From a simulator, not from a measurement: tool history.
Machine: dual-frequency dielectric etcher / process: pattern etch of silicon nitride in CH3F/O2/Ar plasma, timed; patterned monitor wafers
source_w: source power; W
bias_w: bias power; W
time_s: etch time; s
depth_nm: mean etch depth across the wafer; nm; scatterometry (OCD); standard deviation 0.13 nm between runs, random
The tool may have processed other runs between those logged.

| run | hour | source_w | bias_w | time_s | depth_nm |
|---|---|---|---|---|---|
| 1 | 0.0 | 340 | 79 | 42.0 | 29.032 |
| 2 | 1.2 | 340 | 79 | 42.0 | 29.211 |
| 3 | 2.3 | 370 | 79 | 42.0 | 30.033 |
| 4 | 10.5 | 370 | 79 | 38.5 | 27.765 |
| 5 | 19.0 | 370 | 79 | 38.5 | 27.494 |
| 6 | 19.7 | 370 | 65 | 38.5 | 25.194 |

The next listed run, before its measurement:
| 7 | 21.2 | 370 | 68 | 38.5 | ? |

depth_nm: 25.836 nm
